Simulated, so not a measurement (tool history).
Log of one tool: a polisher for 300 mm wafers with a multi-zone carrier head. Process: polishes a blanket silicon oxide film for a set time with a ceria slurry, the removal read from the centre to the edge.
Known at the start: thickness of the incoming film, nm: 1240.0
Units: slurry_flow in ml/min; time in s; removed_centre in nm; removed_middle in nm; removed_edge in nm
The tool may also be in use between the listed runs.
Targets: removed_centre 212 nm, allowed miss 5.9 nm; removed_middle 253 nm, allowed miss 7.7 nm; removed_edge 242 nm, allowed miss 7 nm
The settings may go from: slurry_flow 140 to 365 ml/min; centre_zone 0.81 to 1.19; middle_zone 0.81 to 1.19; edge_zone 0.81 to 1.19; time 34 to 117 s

| run | day | slurry_flow | centre_zone | middle_zone | edge_zone | time | removed_centre | removed_middle | removed_edge |
|---|---|---|---|---|---|---|---|---|---|
| 1 | 0 | 235 | 1 | 1 | 1 | 75 | 329.99 | 318.91 | 317.09 |
| 2 | 0.079 | 195 | 1 | 1 | 1 | 75 | 320.03 | 314.57 | 311.19 |
| 3 | 0.125 | 195 | 1 | 1.07 | 1 | 75 | 329.58 | 329.84 | 307.79 |
| 4 | 0.371 | 195 | 1 | 1.07 | 1 | 91 | 398.22 | 404.57 | 377.04 |
| 5 | 0.612 | 250 | 1 | 1.07 | 1 | 91 | 407.19 | 410.66 | 384.68 |
| 6 | 0.775 | 250 | 1 | 1.07 | 1 | 75 | 331.51 | 345.11 | 313.31 |
| 7 | 0.879 | 250 | 0.97 | 1.05 | 0.99 | 72 | 307.26 | 320.2 | 303.38 |
| 8 | 0.904 | 245 | 0.94 | 1.05 | 0.97 | 70 | 288.93 | 313.96 | 288.84 |
| 9 | 0.992 | 240 | 0.92 | 1.04 | 0.96 | 68 | 280.31 | 294.25 | 276.66 |
| 10 | 1.35 | 195 | 0.82 | 1.11 | 1.06 | 54 | 192.34 | 246.67 | 226.94 |
| 11 | 1.488 | 205 | 0.83 | 1.1 | 1.07 | 54 | 197.16 | 244 | 231.38 |
| 12 | 1.625 | 215 | 0.84 | 1.1 | 1.07 | 54 | 200.25 | 243.98 | 232.45 |
| 13 | 1.954 | 220 | 0.84 | 1.1 | 1.07 | 54 | 199.64 | 250.38 | 234.85 |
| 14 | 2.229 | 225 | 0.85 | 1.1 | 1.07 | 54 | 200.22 | 246.02 | 233.45 |
| 15 | 2.471 | 230 | 0.86 | 1.1 | 1.07 | 54 | 206.07 | 244.49 | 233.89 |
| 16 | 2.696 | 235 | 0.86 | 1.1 | 1.07 | 54 | 206.49 | 251.83 | 231.63 |
| 17 | 2.758 | 235 | 0.86 | 1.1 | 1.08 | 54 | 208.48 | 248 | 233.7 |
| 18 | 3.092 | 235 | 0.86 | 1.1 | 1.09 | 54 | 204.12 | 247.01 | 236.56 |
| 19 | 3.429 | 240 | 0.86 | 1.1 | 1.09 | 54 | 205.44 | 249.27 | 234.86 |

4 next moves are on the table. One of them brings every result within its allowed miss. Which?
| A | 3.767 | 225 | 0.85 | 1.1 | 1.1 | 54 | ? | ? | ? |
| B | 3.767 | 240 | 0.85 | 1.08 | 1.11 | 53 | ? | ? | ? |
| C | 3.767 | 335 | 0.81 | 1.11 | 1.17 | 52 | ? | ? | ? |
| D | 3.767 | 215 | 0.86 | 1.08 | 1.07 | 56 | ? | ? | ? |

| move | removed_centre | removed_middle | removed_edge |
|---|---|---|---|
| A | 202.87 | 244.64 | 235.02 |
| B | 200.14 | 237.49 | 232.58 |
| C | 192.02 | 244.22 | 238.29 |
| D | 212.05 | 248.9 | 239.94 |
A: further off than the last run
B: further off than the last run
C: further off than the last run
D: meets every target
Move D is the one to make.
